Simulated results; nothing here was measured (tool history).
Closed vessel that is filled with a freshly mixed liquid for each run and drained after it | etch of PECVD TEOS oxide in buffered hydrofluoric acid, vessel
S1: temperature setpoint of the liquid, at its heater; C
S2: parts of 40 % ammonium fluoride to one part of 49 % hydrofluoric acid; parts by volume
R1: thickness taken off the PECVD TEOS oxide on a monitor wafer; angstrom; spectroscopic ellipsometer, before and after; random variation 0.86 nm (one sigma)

{"run": 1, "hour": 0.0, "S1": 23, "S2": 23, "time in the liquid (s)": 90, "R1": 1464.7}
{"run": 2, "hour": 3.9, "S1": 21.5, "S2": 23, "time in the liquid (s)": 90, "R1": 1340.3}
{"run": 3, "hour": 12.2, "S1": 21.5, "S2": 20.5, "time in the liquid (s)": 90, "R1": 1459.1}
{"run": 4, "hour": 16.0, "S1": 21.5, "S2": 23, "time in the liquid (s)": 90, "R1": 1354.7}
{"run": 5, "hour": 22.9, "S1": 20.5, "S2": 23, "time in the liquid (s)": 90, "R1": 1275.8}
{"run": 6, "hour": 28.3, "S1": 19.5, "S2": 23, "time in the liquid (s)": 90, "R1": 1212.6}

Run 7 comes next. What will it give?
{"run": 7, "hour": 35.3, "S1": 17, "S2": 23, "time in the liquid (s)": 90, "R1": "?"}

Run 7 gave R1 1042.3 angstrom.
